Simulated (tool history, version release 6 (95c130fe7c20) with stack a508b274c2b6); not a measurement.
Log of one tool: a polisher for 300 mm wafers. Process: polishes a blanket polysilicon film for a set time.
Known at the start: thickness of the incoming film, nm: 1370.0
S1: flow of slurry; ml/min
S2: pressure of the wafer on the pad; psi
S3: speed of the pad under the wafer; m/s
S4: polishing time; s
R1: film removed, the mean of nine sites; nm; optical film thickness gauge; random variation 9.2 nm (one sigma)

{"run": 1, "hour": 0.0, "S1": 255, "S2": 1.8, "S3": 1.2, "S4": 102, "R1": 775.85}
{"run": 2, "hour": 1.5, "S1": 255, "S2": 2.2, "S3": 1.2, "S4": 102, "R1": 938.34}
{"run": 3, "hour": 7.6, "S1": 255, "S2": 2.2, "S3": 1.4, "S4": 102, "R1": 1096.8}
{"run": 4, "hour": 8.1, "S1": 315, "S2": 2.2, "S3": 1.4, "S4": 102, "R1": 1127.9}
{"run": 5, "hour": 16.6, "S1": 315, "S2": 2.2, "S3": 1.22, "S4": 102, "R1": 978.16}
{"run": 6, "hour": 17.8, "S1": 315, "S2": 2.2, "S3": 1.22, "S4": 102, "R1": 974.41}
{"run": 7, "hour": 19.8, "S1": 315, "S2": 2.3, "S3": 1.22, "S4": 102, "R1": 1019.5}

Forecast run 8:
{"run": 8, "hour": 28.5, "S1": 315, "S2": 2.4, "S3": 1.22, "S4": 102, "R1": "?"}

R1: 1071.00 nm
